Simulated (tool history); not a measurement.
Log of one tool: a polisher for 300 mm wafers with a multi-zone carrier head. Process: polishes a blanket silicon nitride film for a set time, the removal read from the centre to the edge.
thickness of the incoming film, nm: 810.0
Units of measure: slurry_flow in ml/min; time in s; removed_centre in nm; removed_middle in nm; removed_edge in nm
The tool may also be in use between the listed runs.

run  hour  slurry_flow  centre_zone  middle_zone  edge_zone  time  removed_centre  removed_middle  removed_edge
  1   0.0          210         1.00         1.00       1.00    34          103.67         107.790        107.02
  2   5.3          170         1.00         1.00       1.00    34          100.87         103.280        104.01
  3   9.2          170         1.06         1.00       1.00    34          105.03         104.580        106.63
  4  17.1          170         1.06         0.95       1.00    34          105.71          99.423        103.15
  5  20.4          170         1.06         0.95       1.03    34          105.86          99.519        106.89
  6  23.7          175         1.07         0.97       1.05    35          110.15         104.910        112.77

Predict the results of run 7:
  7  27.2          180         1.08         0.99       1.07    36               ?               ?             ?

Run 7 measured removed_centre 115.79 nm, removed_middle 110.000 nm, removed_edge 115.93 nm.
